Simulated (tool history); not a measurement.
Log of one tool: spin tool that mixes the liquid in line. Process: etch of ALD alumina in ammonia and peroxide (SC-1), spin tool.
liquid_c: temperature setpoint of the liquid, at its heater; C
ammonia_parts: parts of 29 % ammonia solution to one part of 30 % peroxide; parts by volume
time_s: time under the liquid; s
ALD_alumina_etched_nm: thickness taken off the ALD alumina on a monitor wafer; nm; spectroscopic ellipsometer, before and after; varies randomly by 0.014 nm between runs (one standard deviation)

run	day	liquid_c	ammonia_parts	time_s	ALD_alumina_etched_nm
1	0	48	0.45	40	2.2082
2	0.038	48	0.45	40	2.1467
3	0.162	48	0.45	40	2.1562
4	0.271	47	0.45	40	2.0924
5	0.475	53	0.45	40	2.8664
6	0.546	58.5	0.45	40	3.8853
7	0.675	55	0.45	40	3.1898

Run 8 comes next. What will it give?
8	0.738	52.5	0.45	40	?

ALD_alumina_etched_nm: 2.7939 nm
